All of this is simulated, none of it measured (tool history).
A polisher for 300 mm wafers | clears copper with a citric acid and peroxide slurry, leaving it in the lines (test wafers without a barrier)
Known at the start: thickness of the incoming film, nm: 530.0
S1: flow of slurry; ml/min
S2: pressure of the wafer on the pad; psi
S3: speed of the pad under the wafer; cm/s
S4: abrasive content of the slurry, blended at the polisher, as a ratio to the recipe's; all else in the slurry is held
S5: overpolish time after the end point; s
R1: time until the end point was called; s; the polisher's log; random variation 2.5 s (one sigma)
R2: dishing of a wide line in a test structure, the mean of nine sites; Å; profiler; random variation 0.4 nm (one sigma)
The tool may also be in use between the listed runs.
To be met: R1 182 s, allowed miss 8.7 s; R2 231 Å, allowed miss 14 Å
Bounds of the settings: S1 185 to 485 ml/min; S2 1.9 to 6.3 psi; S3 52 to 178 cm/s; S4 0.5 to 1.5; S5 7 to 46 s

Run 1, hour 0: S1 310 ml/min, S2 4.1 psi, S3 114 cm/s, S4 1, S5 24 s. Result: R1 162.05 s, R2 370.21 Å.
Run 2, hour 1: S1 310 ml/min, S2 4 psi, S3 114 cm/s, S4 1, S5 20 s. Result: R1 165.49 s, R2 330.96 Å.
Run 3, hour 2.4: S1 310 ml/min, S2 4 psi, S3 100 cm/s, S4 1, S5 20 s. Result: R1 190.83 s, R2 294.49 Å.
Run 4, hour 5.8: S1 310 ml/min, S2 3.3 psi, S3 100 cm/s, S4 1, S5 20 s. Result: R1 227.28 s, R2 268.77 Å.
Run 5, hour 14.6: S1 250 ml/min, S2 3.3 psi, S3 100 cm/s, S4 1, S5 20 s. Result: R1 234.87 s, R2 258.63 Å.
Run 6, hour 20.9: S1 250 ml/min, S2 3.3 psi, S3 100 cm/s, S4 1, S5 17 s. Result: R1 234.35 s, R2 233.61 Å.
Run 7, hour 29.5: S1 265 ml/min, S2 3.5 psi, S3 100 cm/s, S4 1, S5 15 s. Result: R1 219.21 s, R2 218.52 Å.
Run 8, hour 32: S1 275 ml/min, S2 3.7 psi, S3 100 cm/s, S4 1, S5 15 s. Result: R1 209.98 s, R2 231.63 Å.

5 next moves are on the table. One of them brings every result within its allowed miss. Which?
Run A, hour 34.5: S1 295 ml/min, S2 4.1 psi, S3 100 cm/s, S4 1.05, S5 13 s. Result: R1 ?, R2 ?.
Run B, hour 34.5: S1 315 ml/min, S2 3.9 psi, S3 82 cm/s, S4 0.8, S5 17 s. Result: R1 ?, R2 ?.
Run C, hour 34.5: S1 265 ml/min, S2 3.7 psi, S3 92 cm/s, S4 1, S5 16 s. Result: R1 ?, R2 ?.
Run D, hour 34.5: S1 270 ml/min, S2 3.4 psi, S3 94 cm/s, S4 1.15, S5 17 s. Result: R1 ?, R2 ?.
Run E, hour 34.5: S1 255 ml/min, S2 3 psi, S3 114 cm/s, S4 0.85, S5 17 s. Result: R1 ?, R2 ?.

move      R1      R2
   A  181.64  226.76
   B  250.94  217.31
   C   223.3  226.52
   D  226.57  234.05
   E  235.56  226.35
A: meets every target
B: further off than the last run
C: further off than the last run
D: further off than the last run
E: further off than the last run
The right move is A.
